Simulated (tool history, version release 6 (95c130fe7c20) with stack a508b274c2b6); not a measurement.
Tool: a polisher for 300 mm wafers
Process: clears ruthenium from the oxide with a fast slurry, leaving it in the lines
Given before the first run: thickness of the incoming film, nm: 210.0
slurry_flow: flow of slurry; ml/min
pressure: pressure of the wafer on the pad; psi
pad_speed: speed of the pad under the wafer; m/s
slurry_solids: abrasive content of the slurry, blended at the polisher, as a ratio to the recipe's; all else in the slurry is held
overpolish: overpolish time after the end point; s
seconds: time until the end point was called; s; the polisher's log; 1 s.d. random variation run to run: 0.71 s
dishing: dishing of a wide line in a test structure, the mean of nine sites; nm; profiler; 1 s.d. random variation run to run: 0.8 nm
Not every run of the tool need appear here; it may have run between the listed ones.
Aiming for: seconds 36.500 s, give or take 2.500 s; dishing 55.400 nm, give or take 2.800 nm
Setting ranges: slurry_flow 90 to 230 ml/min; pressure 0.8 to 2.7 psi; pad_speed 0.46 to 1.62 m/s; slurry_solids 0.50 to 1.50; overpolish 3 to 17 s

{"run": 1, "hour": 0.0, "slurry_flow": 150, "pressure": 1.7, "pad_speed": 1.04, "slurry_solids": 1.0, "overpolish": 9, "seconds": 76.054, "dishing": 22.428}
{"run": 2, "hour": 7.2, "slurry_flow": 150, "pressure": 1.9, "pad_speed": 1.1, "slurry_solids": 1.0, "overpolish": 10, "seconds": 68.419, "dishing": 27.183}
{"run": 3, "hour": 7.8, "slurry_flow": 150, "pressure": 1.6, "pad_speed": 1.1, "slurry_solids": 1.0, "overpolish": 10, "seconds": 78.031, "dishing": 24.343}
{"run": 4, "hour": 14.7, "slurry_flow": 150, "pressure": 1.8, "pad_speed": 1.18, "slurry_solids": 1.0, "overpolish": 10, "seconds": 64.107, "dishing": 28.296}
{"run": 5, "hour": 21.9, "slurry_flow": 150, "pressure": 1.8, "pad_speed": 1.18, "slurry_solids": 1.1, "overpolish": 10, "seconds": 63.225, "dishing": 29.467}
{"run": 6, "hour": 24.5, "slurry_flow": 150, "pressure": 1.8, "pad_speed": 1.28, "slurry_solids": 1.1, "overpolish": 10, "seconds": 56.293, "dishing": 31.2}
{"run": 7, "hour": 28.7, "slurry_flow": 150, "pressure": 2.0, "pad_speed": 1.3, "slurry_solids": 1.1, "overpolish": 11, "seconds": 51.522, "dishing": 37.268}
{"run": 8, "hour": 34.2, "slurry_flow": 155, "pressure": 2.5, "pad_speed": 1.34, "slurry_solids": 1.1, "overpolish": 12, "seconds": 39.792, "dishing": 45.87}
{"run": 9, "hour": 36.1, "slurry_flow": 155, "pressure": 2.5, "pad_speed": 1.36, "slurry_solids": 1.1, "overpolish": 12, "seconds": 40.504, "dishing": 46.958}
{"run": 10, "hour": 43.7, "slurry_flow": 155, "pressure": 2.5, "pad_speed": 1.38, "slurry_solids": 1.1, "overpolish": 12, "seconds": 38.569, "dishing": 45.956}
{"run": 11, "hour": 50.1, "slurry_flow": 155, "pressure": 2.5, "pad_speed": 1.4, "slurry_solids": 1.15, "overpolish": 13, "seconds": 38.6, "dishing": 50.17}

Which of these 4 next moves meets every target?
{"run": "A", "hour": 56.5, "slurry_flow": 130, "pressure": 2.4, "pad_speed": 1.34, "slurry_solids": 1.35, "overpolish": 11, "seconds": "?", "dishing": "?"}
{"run": "B", "hour": 56.5, "slurry_flow": 130, "pressure": 2.5, "pad_speed": 1.54, "slurry_solids": 1.1, "overpolish": 15, "seconds": "?", "dishing": "?"}
{"run": "C", "hour": 56.5, "slurry_flow": 170, "pressure": 2.3, "pad_speed": 1.44, "slurry_solids": 1.15, "overpolish": 11, "seconds": "?", "dishing": "?"}
{"run": "D", "hour": 56.5, "slurry_flow": 190, "pressure": 2.2, "pad_speed": 1.32, "slurry_solids": 1.3, "overpolish": 13, "seconds": "?", "dishing": "?"}

move=A seconds=39.624 dishing=44.386
move=B seconds=36.308 dishing=56.349
move=C seconds=39.245 dishing=44.670
move=D seconds=41.613 dishing=47.900
A: moves away from the targets compared with the last run
B: meets every target
C: moves away from the targets compared with the last run
D: moves away from the targets compared with the last run
So the answer is move B, the one that meets all the targets.
